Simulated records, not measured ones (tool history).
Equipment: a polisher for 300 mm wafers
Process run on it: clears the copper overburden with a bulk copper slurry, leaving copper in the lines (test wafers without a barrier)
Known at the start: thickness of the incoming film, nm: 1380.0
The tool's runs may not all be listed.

run,hour,flow of slurry (ml/min),pressure of the wafer on the pad (kPa),speed of the pad under the wafer (cm/s),abrasive content of the slurry,overpolish time after the end point (s),time until the end point was called (s),dishing of a wide line in a test structure (nm)
1,0.0,275,22.1,110,1.0,18,107.790,103.450
2,2.7,275,22.1,110,1.0,12,108.250,82.452
3,4.9,245,22.1,110,1.0,12,109.530,79.959
4,6.0,245,26.9,110,1.0,12,90.256,94.727
5,13.8,255,28.3,110,1.0,13,85.428,101.470
6,22.2,255,22.8,110,1.0,13,104.430,86.876
7,26.7,255,25.5,110,1.0,14,95.201,100.650
8,27.5,265,31.7,112,1.0,14,74.711,116.560

What does the tool deliver on the next run?
9,36.4,265,32.4,112,1.0,15,?,?

{"run 9": {"time until the end point was called (s)": 73.547, "dishing of a wide line in a test structure (nm)": 120.7}}
